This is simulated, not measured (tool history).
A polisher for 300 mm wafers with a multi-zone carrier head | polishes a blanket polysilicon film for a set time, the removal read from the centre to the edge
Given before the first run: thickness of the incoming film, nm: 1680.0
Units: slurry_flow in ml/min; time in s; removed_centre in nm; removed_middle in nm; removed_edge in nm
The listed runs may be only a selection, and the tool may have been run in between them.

run	hour	slurry_flow	centre_zone	middle_zone	edge_zone	time	removed_centre	removed_middle	removed_edge
1	0.0	155	1.00	1.00	1.00	35	227.57	230.42	230.92
2	4.8	140	0.94	1.02	0.95	29	173.75	189.15	183.15
3	12.4	130	0.90	1.04	0.92	25	141.13	161.20	154.35
4	13.1	130	0.90	1.12	0.92	25	141.23	172.88	148.92
5	19.8	130	0.90	1.12	0.92	20	111.93	138.27	121.26
6	23.1	130	0.95	1.12	0.92	20	116.87	138.87	124.43
7	26.8	120	0.91	1.12	0.93	20	110.41	135.77	120.93

For run 8, what comes out?
8	31.9	115	0.89	1.12	0.94	20	?	?	?

removed_centre: 107.37 nm
removed_middle: 135.62 nm
removed_edge: 120.18 nm

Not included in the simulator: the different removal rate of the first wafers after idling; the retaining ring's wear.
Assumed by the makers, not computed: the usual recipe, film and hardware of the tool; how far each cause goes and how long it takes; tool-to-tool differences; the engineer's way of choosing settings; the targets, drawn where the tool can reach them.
